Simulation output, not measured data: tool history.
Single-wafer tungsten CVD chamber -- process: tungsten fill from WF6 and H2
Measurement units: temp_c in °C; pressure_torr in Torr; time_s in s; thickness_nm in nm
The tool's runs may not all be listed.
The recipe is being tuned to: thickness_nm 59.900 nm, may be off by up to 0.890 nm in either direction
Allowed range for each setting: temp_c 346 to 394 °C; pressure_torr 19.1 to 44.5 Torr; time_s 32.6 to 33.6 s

| run | hour | temp_c | pressure_torr | time_s | thickness_nm |
|---|---|---|---|---|---|
| 1 | 0.0 | 370 | 31.8 | 32.6 | 53.633 |
| 2 | 3.0 | 370 | 31.8 | 33.6 | 55.795 |
| 3 | 6.3 | 371 | 31.8 | 33.6 | 56.808 |
| 4 | 13.6 | 372 | 31.8 | 33.6 | 57.957 |
| 5 | 18.4 | 372 | 31.8 | 33.6 | 57.465 |
| 6 | 26.1 | 372 | 31.8 | 32.6 | 56.262 |
| 7 | 30.1 | 373 | 31.8 | 32.6 | 57.798 |
| 8 | 36.1 | 374 | 31.8 | 32.6 | 58.536 |

Pick the move, out of 5, that brings all results within their allowed miss; only one does.
| A | 42.1 | 374 | 34.7 | 32.6 | ? |
| B | 42.1 | 368 | 37.2 | 32.6 | ? |
| C | 42.1 | 377 | 29.1 | 32.6 | ? |
| D | 42.1 | 372 | 34.8 | 32.8 | ? |
| E | 42.1 | 377 | 30.8 | 33.6 | ? |

| move | thickness_nm |
|---|---|
| A | 62.069 |
| B | 57.570 |
| C | 58.116 |
| D | 60.115 |
| E | 62.481 |
A: takes the result that was furthest off past its target
B: moves away from the targets compared with the last run
C: moves away from the targets compared with the last run
D: all results in spec
E: takes the result that was furthest off past its target
Go with D: it meets all targets.
